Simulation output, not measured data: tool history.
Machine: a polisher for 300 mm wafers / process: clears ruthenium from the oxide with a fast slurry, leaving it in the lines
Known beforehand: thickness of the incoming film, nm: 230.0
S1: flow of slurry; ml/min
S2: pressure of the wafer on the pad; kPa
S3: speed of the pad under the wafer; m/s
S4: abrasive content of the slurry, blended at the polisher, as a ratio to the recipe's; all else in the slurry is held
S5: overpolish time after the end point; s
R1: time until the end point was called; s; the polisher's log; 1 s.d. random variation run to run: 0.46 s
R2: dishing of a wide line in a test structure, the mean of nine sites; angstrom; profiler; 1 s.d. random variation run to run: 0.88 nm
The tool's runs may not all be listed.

run,hour,S1,S2,S3,S4,S5,R1,R2
1,0.0,300,20.0,0.94,1.0,13,60.951,352.59
2,5.7,300,20.0,0.94,1.0,17,61.538,426.41
3,11.3,300,20.0,1.16,1.0,17,50.497,510.52
4,17.0,300,23.4,1.16,1.0,17,43.665,572.00
5,18.3,300,23.4,1.16,1.0,16,43.755,547.44
6,25.6,255,23.4,1.16,1.0,16,43.521,565.83

Run 7 comes next. What will it give?
7,30.8,260,23.4,1.16,1.0,15,?,?

{"run 7": {"R1": 44.577, "R2": 520.85}}

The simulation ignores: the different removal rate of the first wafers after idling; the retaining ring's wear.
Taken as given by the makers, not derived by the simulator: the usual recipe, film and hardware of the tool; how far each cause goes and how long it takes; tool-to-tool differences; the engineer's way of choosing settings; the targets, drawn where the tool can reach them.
